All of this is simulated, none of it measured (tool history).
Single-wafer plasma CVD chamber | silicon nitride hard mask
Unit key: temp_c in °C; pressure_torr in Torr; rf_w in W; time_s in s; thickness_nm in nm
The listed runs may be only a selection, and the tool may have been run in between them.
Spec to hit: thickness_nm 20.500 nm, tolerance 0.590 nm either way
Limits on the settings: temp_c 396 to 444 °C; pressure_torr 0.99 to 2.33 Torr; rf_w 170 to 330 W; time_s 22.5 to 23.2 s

| run | hour | temp_c | pressure_torr | rf_w | time_s | thickness_nm |
|---|---|---|---|---|---|---|
| 1 | 0.0 | 420 | 1.66 | 250 | 22.5 | 23.167 |
| 2 | 4.6 | 420 | 1.66 | 265 | 22.5 | 24.384 |
| 3 | 13.4 | 428 | 1.66 | 265 | 22.5 | 24.288 |
| 4 | 21.6 | 428 | 1.93 | 265 | 22.5 | 25.878 |
| 5 | 22.8 | 428 | 1.93 | 235 | 22.5 | 22.887 |
| 6 | 25.0 | 428 | 2.20 | 235 | 22.5 | 23.964 |
| 7 | 33.6 | 428 | 2.13 | 230 | 22.5 | 23.078 |
| 8 | 37.2 | 428 | 2.08 | 230 | 22.5 | 22.976 |
| 9 | 42.3 | 428 | 2.03 | 230 | 22.5 | 22.748 |
| 10 | 47.2 | 428 | 1.98 | 230 | 22.5 | 22.655 |
| 11 | 49.1 | 428 | 1.94 | 230 | 22.5 | 22.472 |
| 12 | 57.6 | 428 | 1.90 | 230 | 22.5 | 22.307 |
| 13 | 63.4 | 428 | 1.86 | 230 | 22.5 | 22.262 |
| 14 | 70.1 | 428 | 1.83 | 230 | 22.5 | 22.017 |
| 15 | 75.3 | 428 | 1.83 | 230 | 22.5 | 21.848 |
| 16 | 83.3 | 428 | 1.80 | 230 | 22.5 | 21.727 |
| 17 | 85.5 | 428 | 1.77 | 230 | 22.5 | 21.651 |
| 18 | 91.9 | 428 | 1.75 | 230 | 22.5 | 21.557 |
| 19 | 98.9 | 428 | 1.73 | 230 | 22.5 | 21.571 |
| 20 | 102.9 | 428 | 1.71 | 230 | 22.5 | 21.483 |
| 21 | 107.6 | 428 | 1.69 | 230 | 22.5 | 21.225 |
| 22 | 115.3 | 428 | 1.67 | 230 | 22.5 | 21.109 |
| 23 | 123.1 | 428 | 1.66 | 230 | 22.5 | 21.086 |

Of the 5 settings listed for the next run, only one would bring every result within its allowed miss of target. Which one?
| A | 130.9 | 430 | 1.68 | 235 | 22.9 | ? |
| B | 130.9 | 430 | 1.70 | 235 | 23.2 | ? |
| C | 130.9 | 435 | 1.30 | 245 | 23.2 | ? |
| D | 130.9 | 429 | 2.02 | 215 | 23.2 | ? |
| E | 130.9 | 429 | 1.69 | 240 | 22.5 | ? |

| move | thickness_nm |
|---|---|
| A | 22.100 |
| B | 22.499 |
| C | 20.536 |
| D | 21.874 |
| E | 22.243 |
A: moves away from the targets compared with the last run
B: moves away from the targets compared with the last run
C: meets every target
D: moves away from the targets compared with the last run
E: moves away from the targets compared with the last run
The move that meets every target is C.
